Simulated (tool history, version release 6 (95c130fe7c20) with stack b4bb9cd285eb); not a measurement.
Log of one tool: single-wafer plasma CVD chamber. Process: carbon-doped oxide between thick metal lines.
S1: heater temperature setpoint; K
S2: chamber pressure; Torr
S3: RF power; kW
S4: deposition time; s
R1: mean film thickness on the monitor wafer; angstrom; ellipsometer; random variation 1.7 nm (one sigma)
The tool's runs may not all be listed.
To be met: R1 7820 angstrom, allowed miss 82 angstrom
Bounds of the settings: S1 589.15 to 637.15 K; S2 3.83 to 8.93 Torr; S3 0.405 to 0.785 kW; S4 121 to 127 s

| run | hour | S1 | S2 | S3 | S4 | R1 |
|---|---|---|---|---|---|---|
| 1 | 0 | 613.15 | 6.38 | 0.595 | 127 | 8178.2 |
| 2 | 6.1 | 613.15 | 5.99 | 0.595 | 127 | 8106.3 |
| 3 | 7.4 | 619.15 | 5.99 | 0.595 | 127 | 7963.5 |
| 4 | 13.8 | 619.15 | 5.99 | 0.595 | 121 | 7564.6 |
| 5 | 17.9 | 617.15 | 6.03 | 0.595 | 121 | 7637.6 |
| 6 | 24.6 | 617.15 | 6.03 | 0.545 | 121 | 7388.6 |
| 7 | 30.5 | 614.15 | 6.12 | 0.545 | 121 | 7460.3 |
| 8 | 38.4 | 611.15 | 6.2 | 0.545 | 121 | 7542 |
| 9 | 40 | 609.15 | 6.26 | 0.545 | 121 | 7584.5 |
| 10 | 46.8 | 607.15 | 6.32 | 0.545 | 121 | 7682.3 |
| 11 | 49.3 | 606.15 | 6.35 | 0.545 | 121 | 7666.8 |
| 12 | 52.4 | 605.15 | 6.39 | 0.545 | 121 | 7691.8 |

Which of these 5 next moves meets every target?
| A | 55.5 | 599.15 | 7.79 | 0.54 | 121 | ? |
| B | 55.5 | 614.15 | 6.83 | 0.51 | 126 | ? |
| C | 55.5 | 612.15 | 6.47 | 0.565 | 127 | ? |
| D | 55.5 | 605.15 | 6.47 | 0.52 | 125 | ? |
| E | 55.5 | 610.15 | 5.87 | 0.58 | 126 | ? |

| move | R1 |
|---|---|
| A | 7932.5 |
| B | 7653.2 |
| C | 8013 |
| D | 7805.5 |
| E | 7961.2 |
A: takes the result that was furthest off past its target
B: further off than the last run
C: takes the result that was furthest off past its target
D: meets every target
E: takes the result that was furthest off past its target
Move D is the one to make.

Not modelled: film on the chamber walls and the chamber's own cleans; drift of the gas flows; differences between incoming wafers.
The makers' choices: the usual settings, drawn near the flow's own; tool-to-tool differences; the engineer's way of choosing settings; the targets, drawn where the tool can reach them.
